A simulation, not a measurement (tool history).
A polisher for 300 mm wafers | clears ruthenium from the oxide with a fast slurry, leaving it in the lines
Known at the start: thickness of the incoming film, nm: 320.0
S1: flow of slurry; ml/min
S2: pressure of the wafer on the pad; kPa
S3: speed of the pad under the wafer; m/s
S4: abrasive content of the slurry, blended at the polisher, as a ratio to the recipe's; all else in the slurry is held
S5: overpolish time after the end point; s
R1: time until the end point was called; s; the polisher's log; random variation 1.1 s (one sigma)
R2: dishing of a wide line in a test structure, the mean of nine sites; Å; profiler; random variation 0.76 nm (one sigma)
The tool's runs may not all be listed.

run 1 hour=0 | S1=235 S2=17.2 S3=1.14 S4=1 S5=16 | R1=83.519 R2=501.6
run 2 hour=0.5 | S1=230 S2=17.2 S3=1.14 S4=1 S5=18 | R1=83.951 R2=555.37
run 3 hour=9.5 | S1=230 S2=17.2 S3=1.14 S4=0.8 S5=18 | R1=96.183 R2=490.79
run 4 hour=13.7 | S1=230 S2=21.4 S3=1.14 S4=0.8 S5=18 | R1=76.943 R2=598.26
run 5 hour=17.7 | S1=230 S2=21.4 S3=1.14 S4=0.8 S5=22 | R1=78.862 R2=696.89
run 6 hour=26.6 | S1=230 S2=21.4 S3=1.3 S4=0.8 S5=22 | R1=69.899 R2=760.6

The next listed run, before its measurement:
run 7 hour=35.5 | S1=230 S2=21.4 S3=1.3 S4=0.8 S5=22 | R1=? R2=?

{"run 7": {"R1": 71.408, "R2": 762.94}}
